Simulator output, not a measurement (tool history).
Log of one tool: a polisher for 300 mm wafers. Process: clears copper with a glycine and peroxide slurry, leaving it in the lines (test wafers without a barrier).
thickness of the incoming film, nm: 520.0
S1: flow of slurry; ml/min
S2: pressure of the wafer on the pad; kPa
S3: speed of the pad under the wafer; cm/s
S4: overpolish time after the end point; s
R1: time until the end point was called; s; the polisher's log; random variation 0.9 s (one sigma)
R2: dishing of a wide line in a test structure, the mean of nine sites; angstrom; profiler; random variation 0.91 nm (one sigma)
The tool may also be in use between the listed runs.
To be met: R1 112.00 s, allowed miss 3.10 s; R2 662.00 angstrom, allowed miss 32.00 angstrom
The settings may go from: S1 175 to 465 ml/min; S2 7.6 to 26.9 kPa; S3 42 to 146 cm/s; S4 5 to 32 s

run 1 hour=0.0 | S1=295 S2=17.2 S3=94 S4=16 | R1=137.32 R2=391.24
run 2 hour=3.8 | S1=295 S2=17.2 S3=94 S4=23 | R1=137.29 R2=516.35
run 3 hour=8.2 | S1=295 S2=17.2 S3=76 S4=23 | R1=159.84 R2=479.53
run 4 hour=16.4 | S1=295 S2=20.7 S3=76 S4=23 | R1=136.07 R2=519.13
run 5 hour=22.1 | S1=295 S2=18.6 S3=76 S4=23 | R1=147.09 R2=486.76
run 6 hour=23.0 | S1=295 S2=18.6 S3=96 S4=23 | R1=126.84 R2=537.05
run 7 hour=31.0 | S1=295 S2=19.3 S3=96 S4=24 | R1=123.31 R2=565.48
run 8 hour=33.7 | S1=295 S2=19.3 S3=96 S4=24 | R1=123.60 R2=582.09
run 9 hour=39.1 | S1=295 S2=20.0 S3=96 S4=24 | R1=119.65 R2=604.25
run 10 hour=41.0 | S1=300 S2=20.0 S3=96 S4=24 | R1=120.47 R2=583.78
run 11 hour=48.3 | S1=300 S2=20.7 S3=96 S4=24 | R1=113.96 R2=582.39
run 12 hour=50.8 | S1=295 S2=20.7 S3=96 S4=25 | R1=115.42 R2=626.07

5 next moves are on the table. One of them brings every result within its allowed miss. Which?
run A hour=53.3 | S1=245 S2=23.4 S3=82 S4=22 | R1=? R2=?
run B hour=53.3 | S1=320 S2=20.0 S3=96 S4=25 | R1=? R2=?
run C hour=53.3 | S1=355 S2=22.8 S3=96 S4=21 | R1=? R2=?
run D hour=53.3 | S1=305 S2=22.1 S3=94 S4=26 | R1=? R2=?
run E hour=53.3 | S1=300 S2=18.6 S3=106 S4=24 | R1=? R2=?

move=A R1=119.96 R2=549.41
move=B R1=118.65 R2=592.76
move=C R1=105.68 R2=577.11
move=D R1=111.54 R2=640.18
move=E R1=117.43 R2=574.53
A: further off than the last run
B: further off than the last run
C: further off than the last run
D: meets every target
E: further off than the last run
The right move is D.
